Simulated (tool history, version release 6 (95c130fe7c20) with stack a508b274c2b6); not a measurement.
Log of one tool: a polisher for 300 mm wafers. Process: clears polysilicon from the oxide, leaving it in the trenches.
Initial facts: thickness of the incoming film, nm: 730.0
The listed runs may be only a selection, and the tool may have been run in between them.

| run | hour | flow of slurry (ml/min) | pressure of the wafer on the pad (psi) | speed of the pad under the wafer (m/s) | overpolish time after the end point (s) | time until the end point was called (s) | dishing of a wide line in a test structure (nm) |
|---|---|---|---|---|---|---|---|
| 1 | 0 | 320 | 1.7 | 0.84 | 13 | 87.439 | 26.982 |
| 2 | 1.5 | 320 | 1.7 | 1.04 | 13 | 68.823 | 28.165 |
| 3 | 7.5 | 360 | 1.7 | 1.04 | 13 | 71.017 | 27.946 |
| 4 | 13.5 | 360 | 2 | 1.04 | 13 | 58.31 | 29.393 |
| 5 | 18.3 | 340 | 1.8 | 1.04 | 12 | 64.691 | 28.229 |
| 6 | 21.1 | 340 | 2.2 | 1.04 | 12 | 56.135 | 28.069 |
| 7 | 23 | 320 | 2.2 | 0.96 | 11 | 60.359 | 29.016 |
| 8 | 29.6 | 340 | 2 | 0.96 | 10 | 65.04 | 27.419 |
| 9 | 36.6 | 360 | 1.8 | 0.94 | 9 | 72.31 | 26.727 |
| 10 | 43.1 | 375 | 1.7 | 0.92 | 8 | 75.278 | 25.567 |
| 11 | 47.2 | 390 | 1.6 | 0.9 | 7 | 82.823 | 23.788 |
| 12 | 50.1 | 405 | 1.5 | 0.9 | 7 | 88.167 | 23.18 |
|  | 58.4 | slurry nozzle cleaned |
| 13 | 58.4 | 415 | 1.4 | 0.9 | 7 | 89.552 | 23.591 |
| 14 | 65.9 | 415 | 1.4 | 0.9 | 7 | 90.205 | 23.402 |
| 15 | 68.4 | 420 | 0.9 | 0.86 | 4 | 132.93 | 13.844 |
| 16 | 77.3 | 425 | 0.9 | 0.86 | 4 | 133.97 | 14.187 |
| 17 | 78.3 | 430 | 0.9 | 0.86 | 4 | 125.6 | 13.436 |
| 18 | 84.7 | 435 | 0.9 | 0.86 | 4 | 127.72 | 13.515 |
| 19 | 92 | 440 | 0.9 | 0.86 | 4 | 127.72 | 13.314 |

The next listed run, before its measurement:
| 20 | 96.8 | 400 | 1.1 | 0.88 | 10 | ? | ? |

time until the end point was called (s): 111.33
dishing of a wide line in a test structure (nm): 24.744

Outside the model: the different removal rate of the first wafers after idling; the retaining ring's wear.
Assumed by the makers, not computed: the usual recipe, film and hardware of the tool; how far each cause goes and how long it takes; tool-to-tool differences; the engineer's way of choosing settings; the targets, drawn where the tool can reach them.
